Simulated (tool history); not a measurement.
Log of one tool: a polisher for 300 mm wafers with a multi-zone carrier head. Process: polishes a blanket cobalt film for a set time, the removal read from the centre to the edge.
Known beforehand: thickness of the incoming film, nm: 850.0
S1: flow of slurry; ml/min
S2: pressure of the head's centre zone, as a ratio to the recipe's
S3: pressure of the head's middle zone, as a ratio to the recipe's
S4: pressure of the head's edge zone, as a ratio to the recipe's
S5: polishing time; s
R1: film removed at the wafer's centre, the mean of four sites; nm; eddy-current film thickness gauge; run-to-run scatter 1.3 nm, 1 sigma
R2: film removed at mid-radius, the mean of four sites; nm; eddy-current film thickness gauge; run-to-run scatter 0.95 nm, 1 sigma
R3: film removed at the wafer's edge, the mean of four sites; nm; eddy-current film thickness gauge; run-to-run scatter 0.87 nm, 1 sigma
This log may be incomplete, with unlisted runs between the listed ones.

run    day   S1    S2    S3    S4  S5      R1      R2      R3
  1  0.000  125  1.00  1.00  1.00  62  155.33  153.25  154.55
  2  0.162  125  1.00  0.96  1.00  62  154.71  150.10  156.18
  3  0.338  125  1.07  0.96  1.00  62  166.31  148.85  158.23
  4  0.642  125  1.07  0.96  1.00  53  141.92  126.80  134.40
  5  0.717  125  1.07  0.90  1.00  53  142.49  121.12  133.30
  6  0.788  125  1.07  0.89  0.97  50  133.61  113.19  124.83
  7  1.096  125  1.07  0.89  0.95  48  130.16  109.96  115.89
  8  1.258  120  1.06  0.88  0.94  47  123.48  103.68  115.33

What will run 9 give?
  9  1.367  120  1.06  0.88  0.94  47   ?   ?   ?

R1: 122.71 nm
R2: 103.69 nm
R3: 113.58 nm
